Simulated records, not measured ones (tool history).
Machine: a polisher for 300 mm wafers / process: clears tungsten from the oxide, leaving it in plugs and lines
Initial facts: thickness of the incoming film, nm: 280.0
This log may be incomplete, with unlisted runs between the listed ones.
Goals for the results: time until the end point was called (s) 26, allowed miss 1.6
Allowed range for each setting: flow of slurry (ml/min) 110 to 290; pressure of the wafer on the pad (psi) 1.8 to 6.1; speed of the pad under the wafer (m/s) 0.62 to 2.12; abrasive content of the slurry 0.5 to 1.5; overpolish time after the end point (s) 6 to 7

run  hour  flow of slurry (ml/min)  pressure of the wafer on the pad (psi)  speed of the pad under the wafer (m/s)  abrasive content of the slurry  overpolish time after the end point (s)  time until the end point was called (s)
  1     0                      185                                     3.9                                    1.36                               1                                        7                                   36.939
  2     6                      150                                     3.9                                    1.36                               1                                        7                                   37.654
  3  12.1                      150                                     4.2                                    1.38                               1                                        7                                   34.917
  4  17.3                      150                                     4.2                                    1.38                            0.85                                        7                                   36.508
  5    21                      150                                     4.5                                     1.4                            0.85                                        7                                    33.55
  6  27.6                      150                                     4.7                                    1.42                            0.85                                        7                                   30.914
  7  28.4                      150                                     4.8                                    1.42                            0.85                                        7                                   31.081
  8  32.7                      150                                       5                                    1.42                            0.85                                        7                                   29.626
  9    35                      150                                     5.1                                    1.42                            0.85                                        7                                     28.9
 10  43.9                      150                                     5.2                                    1.42                            0.85                                        7                                   29.043
 11  49.8                      150                                     5.3                                    1.42                            0.85                                        7                                   28.531
 12  57.1                      150                                     5.4                                    1.42                            0.85                                        7                                   27.969

Which of these 5 next moves meets every target?
  A  64.4                      125                                     5.7                                    1.36                             0.7                                        6                                        ?
  B  64.4                      150                                     5.3                                    1.38                            0.65                                        6                                        ?
  C  64.4                      140                                     5.6                                    1.78                            0.85                                        6                                        ?
  D  64.4                      130                                     4.7                                    1.56                            0.75                                        7                                        ?
  E  64.4                      170                                       5                                    1.66                             0.7                                        6                                        ?

move  time until the end point was called (s)
   A                                   29.782
   B                                   31.178
   C                                   21.986
   D                                   30.826
   E                                   26.696
A: further off than the last run
B: further off than the last run
C: takes the biggest miss from the last run beyond its target
D: further off than the last run
E: meets every target
Correct choice: E, which meets every target
